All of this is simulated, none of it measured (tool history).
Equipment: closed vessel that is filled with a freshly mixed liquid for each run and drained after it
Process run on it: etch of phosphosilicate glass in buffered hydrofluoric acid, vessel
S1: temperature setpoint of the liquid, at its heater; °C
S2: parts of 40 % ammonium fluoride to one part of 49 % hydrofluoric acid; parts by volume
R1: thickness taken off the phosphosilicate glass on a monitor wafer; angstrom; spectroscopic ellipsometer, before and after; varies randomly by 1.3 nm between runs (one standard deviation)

run 1 hour=0.0 | S1=23.0 S2=16.5 time_in_the_liquid_(s)=100 | R1=1948.2
run 2 hour=4.2 | S1=25.0 S2=15.5 time_in_the_liquid_(s)=100 | R1=2310.5
run 3 hour=4.9 | S1=26.5 S2=15.0 time_in_the_liquid_(s)=100 | R1=2579.2
run 4 hour=10.4 | S1=27.5 S2=14.5 time_in_the_liquid_(s)=100 | R1=2828.7
run 5 hour=15.0 | S1=27.5 S2=14.5 time_in_the_liquid_(s)=110 | R1=3090.1
run 6 hour=18.0 | S1=27.5 S2=16.5 time_in_the_liquid_(s)=110 | R1=2724.2
run 7 hour=21.7 | S1=28.5 S2=16.0 time_in_the_liquid_(s)=110 | R1=2968.0
run 8 hour=26.1 | S1=28.5 S2=16.0 time_in_the_liquid_(s)=110 | R1=2954.6
run 9 hour=31.5 | S1=29.0 S2=15.5 time_in_the_liquid_(s)=110 | R1=3127.0
run 10 hour=33.9 | S1=29.5 S2=15.5 time_in_the_liquid_(s)=110 | R1=3224.3

Run 11 comes next. What will it give?
run 11 hour=41.4 | S1=30.0 S2=15.5 time_in_the_liquid_(s)=110 | R1=?

R1: 3305.8 angstrom
